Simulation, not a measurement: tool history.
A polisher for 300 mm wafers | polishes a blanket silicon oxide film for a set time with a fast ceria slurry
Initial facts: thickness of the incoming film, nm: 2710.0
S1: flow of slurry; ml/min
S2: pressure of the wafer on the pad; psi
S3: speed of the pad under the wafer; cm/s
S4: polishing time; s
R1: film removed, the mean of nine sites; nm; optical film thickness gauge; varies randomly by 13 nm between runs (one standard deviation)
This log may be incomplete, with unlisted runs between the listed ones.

run	hour	S1	S2	S3	S4	R1
1	0.0	155	3.3	94	32	684.49
2	5.8	155	3.6	94	32	741.64
3	6.5	155	3.8	94	32	761.82
4	8.4	155	4.1	94	32	791.59
5	11.9	155	4.4	94	32	843.13
6	17.3	155	4.6	94	32	870.53
7	18.1	155	4.7	94	32	891.02
8	22.3	155	4.8	94	32	921.27
9	25.2	155	4.9	94	32	931.67

For run 10, what comes out?
10	32.2	155	5.0	94	32	?

For run 10 the tool returned R1 950.21 nm.

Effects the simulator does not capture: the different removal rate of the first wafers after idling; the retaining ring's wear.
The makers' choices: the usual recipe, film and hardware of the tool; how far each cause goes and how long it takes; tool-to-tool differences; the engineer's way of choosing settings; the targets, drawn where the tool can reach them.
